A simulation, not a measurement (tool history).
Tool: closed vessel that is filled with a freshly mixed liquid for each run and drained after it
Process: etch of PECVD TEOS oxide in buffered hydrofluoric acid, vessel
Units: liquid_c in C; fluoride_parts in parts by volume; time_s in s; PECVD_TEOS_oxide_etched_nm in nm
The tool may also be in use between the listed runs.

run  hour  liquid_c  fluoride_parts  time_s  PECVD_TEOS_oxide_etched_nm
  1   0.0      21.0            22.0      30                      16.838
  2   8.6      22.5            19.5      30                      20.432
  3  10.0      23.5            17.5      30                      24.254
  4  13.9      24.5            16.5      30                      26.753
     21.6  -- thermometer replaced
  5  21.6      21.0            16.5      30                      24.603
  6  25.1      21.0            13.0      30                      30.977

The next listed run, before its measurement:
  7  34.3      22.0            12.5      30                           ?

{"run 7": {"PECVD_TEOS_oxide_etched_nm": 33.733}}

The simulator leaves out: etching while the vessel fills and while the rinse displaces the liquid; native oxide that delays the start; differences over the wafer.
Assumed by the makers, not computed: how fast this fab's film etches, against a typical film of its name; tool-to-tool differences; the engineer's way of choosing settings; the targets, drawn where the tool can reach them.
